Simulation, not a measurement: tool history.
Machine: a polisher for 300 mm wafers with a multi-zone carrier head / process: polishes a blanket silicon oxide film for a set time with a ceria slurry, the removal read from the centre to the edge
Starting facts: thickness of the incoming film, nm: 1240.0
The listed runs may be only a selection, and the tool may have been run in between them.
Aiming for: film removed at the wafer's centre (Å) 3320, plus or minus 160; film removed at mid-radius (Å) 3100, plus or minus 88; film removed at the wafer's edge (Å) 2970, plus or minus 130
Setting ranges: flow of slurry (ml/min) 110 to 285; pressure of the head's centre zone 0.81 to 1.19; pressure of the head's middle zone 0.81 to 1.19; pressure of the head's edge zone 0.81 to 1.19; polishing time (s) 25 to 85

| run | hour | flow of slurry (ml/min) | pressure of the head's centre zone | pressure of the head's middle zone | pressure of the head's edge zone | polishing time (s) | film removed at the wafer's centre (Å) | film removed at mid-radius (Å) | film removed at the wafer's edge (Å) |
|---|---|---|---|---|---|---|---|---|---|
| 1 | 0 | 180 | 1 | 1 | 1 | 55 | 3804.6 | 3747.6 | 3829.3 |
| 2 | 5.5 | 180 | 1 | 1.07 | 1 | 55 | 3839.2 | 3920.5 | 3851.5 |
| 3 | 6.7 | 145 | 1 | 1.07 | 1 | 55 | 3673.6 | 3747.4 | 3655.1 |
| 4 | 7.8 | 135 | 1.01 | 1.05 | 0.96 | 53 | 3442.4 | 3558.2 | 3454.4 |
| 5 | 13.5 | 130 | 1.05 | 1.04 | 0.94 | 51 | 3446.5 | 3430.2 | 3306.3 |
| 6 | 20.6 | 130 | 1.05 | 1.11 | 0.94 | 51 | 3528.5 | 3545.7 | 3273.6 |
| 7 | 24.2 | 130 | 1.07 | 1.09 | 0.93 | 50 | 3497.3 | 3392.9 | 3201.8 |
| 8 | 26.8 | 125 | 1.08 | 1.08 | 0.92 | 49 | 3348.7 | 3329 | 3067.4 |
| 9 | 27.6 | 125 | 1.1 | 1.06 | 0.92 | 49 | 3483.9 | 3280.3 | 3119.3 |

Exercise: of the 5 proposed moves below, exactly one satisfies all targets within the stated allowed misses. Which move is it?
| A | 28.4 | 115 | 1.18 | 1.14 | 0.91 | 45 | ? | ? | ? |
| B | 28.4 | 120 | 1.08 | 1.03 | 0.88 | 48 | ? | ? | ? |
| C | 28.4 | 115 | 1.06 | 1.09 | 0.95 | 44 | ? | ? | ? |
| D | 28.4 | 110 | 1.02 | 1.08 | 0.96 | 48 | ? | ? | ? |
| E | 28.4 | 155 | 1.16 | 1.13 | 0.81 | 42 | ? | ? | ? |

| move | film removed at the wafer's centre (Å) | film removed at mid-radius (Å) | film removed at the wafer's edge (Å) |
|---|---|---|---|
| A | 3337.7 | 3138.7 | 2820.1 |
| B | 3296.2 | 3106.6 | 2992.8 |
| C | 2928.4 | 2954.8 | 2811.9 |
| D | 3029.8 | 3159.4 | 3056.1 |
| E | 3312 | 3116.9 | 2632.3 |
A: brings the last run's worst result on target, with another outside its allowed miss
B: meets every target
C: pushes the last run's worst result past its target
D: brings the last run's worst result on target, with another outside its allowed miss
E: brings the last run's worst result on target, with another outside its allowed miss
Move B is the one to make.

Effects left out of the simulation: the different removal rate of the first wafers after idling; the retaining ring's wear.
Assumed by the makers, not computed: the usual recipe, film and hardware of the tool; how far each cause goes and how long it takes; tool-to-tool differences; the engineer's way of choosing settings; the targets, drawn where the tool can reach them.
